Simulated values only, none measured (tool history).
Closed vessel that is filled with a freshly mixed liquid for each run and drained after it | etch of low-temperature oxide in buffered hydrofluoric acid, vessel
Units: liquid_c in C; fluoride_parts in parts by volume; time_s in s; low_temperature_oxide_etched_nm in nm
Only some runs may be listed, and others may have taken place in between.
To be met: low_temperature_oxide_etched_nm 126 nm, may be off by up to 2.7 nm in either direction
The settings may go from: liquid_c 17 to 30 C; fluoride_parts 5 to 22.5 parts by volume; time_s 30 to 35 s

run,hour,liquid_c,fluoride_parts,time_s,low_temperature_oxide_etched_nm
1,0,22,13.5,35,153.4
2,5.7,24,13.5,35,170.15
3,10.4,24,11,35,207.8
4,18.6,23,11,35,196.89
5,24.1,25.5,11,35,224.6
# hour 32.8: hydrofluoric acid flow meter replaced
6,32.8,24.5,11,35,202.71
7,35.3,20.5,11,35,164.08
8,39.7,17,12.5,35,118.75
9,47.8,17.5,12.5,35,121.08

Below are 4 possible settings for the next run. Only one of them brings all results inside the allowed miss of their targets. Which is it?
A,55.9,17,10,30,?
B,55.9,17.5,11.5,35,?
C,55.9,17,12.5,35,?
D,55.9,17,10.5,30,?

move,low_temperature_oxide_etched_nm
A,125.07
B,131
C,117.34
D,119.26
A: every result within its allowed miss
B: carries the result that was furthest off beyond its target, to the other side
C: misses by more than the last run did
D: misses by more than the last run did
A meets every target.

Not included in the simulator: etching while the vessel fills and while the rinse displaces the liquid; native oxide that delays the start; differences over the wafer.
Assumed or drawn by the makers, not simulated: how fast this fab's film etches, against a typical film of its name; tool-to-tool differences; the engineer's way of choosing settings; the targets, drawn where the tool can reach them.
